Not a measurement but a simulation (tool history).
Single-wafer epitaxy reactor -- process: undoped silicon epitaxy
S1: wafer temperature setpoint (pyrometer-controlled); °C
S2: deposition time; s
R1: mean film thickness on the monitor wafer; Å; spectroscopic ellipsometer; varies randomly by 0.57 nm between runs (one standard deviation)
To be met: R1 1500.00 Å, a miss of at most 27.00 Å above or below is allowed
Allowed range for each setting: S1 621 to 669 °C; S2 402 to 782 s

Run 1, hour 0.0: S1 645 °C, S2 592 s. Result: R1 881.08 Å.
Run 2, hour 7.7: S1 648 °C, S2 593 s. Result: R1 956.78 Å.
Run 3, hour 13.1: S1 648 °C, S2 551 s. Result: R1 889.75 Å.
Run 4, hour 16.5: S1 651 °C, S2 554 s. Result: R1 965.28 Å.
Run 5, hour 21.5: S1 651 °C, S2 489 s. Result: R1 856.96 Å.
Run 6, hour 24.1: S1 641 °C, S2 489 s. Result: R1 662.73 Å.
Run 7, hour 32.7: S1 645 °C, S2 497 s. Result: R1 747.78 Å.
Run 8, hour 36.6: S1 657 °C, S2 570 s. Result: R1 1150.80 Å.
Run 9, hour 37.4: S1 669 °C, S2 572 s. Result: R1 1548.10 Å.

Pick the move, out of 5, that brings all results within their allowed miss; only one does.
Run A, hour 38.2: S1 668 °C, S2 605 s. Result: R1 ?.
Run B, hour 38.2: S1 665 °C, S2 586 s. Result: R1 ?.
Run C, hour 38.2: S1 664 °C, S2 624 s. Result: R1 ?.
Run D, hour 38.2: S1 663 °C, S2 670 s. Result: R1 ?.
Run E, hour 38.2: S1 666 °C, S2 575 s. Result: R1 ?.

move       R1
   A  1589.90
   B  1433.70
   C  1490.60
   D  1562.50
   E  1440.80
A: misses by more than the last run did
B: takes the biggest miss from the last run beyond its target
C: all results in spec
D: misses by more than the last run did
E: takes the biggest miss from the last run beyond its target
So the answer is move C, the one that meets all the targets.
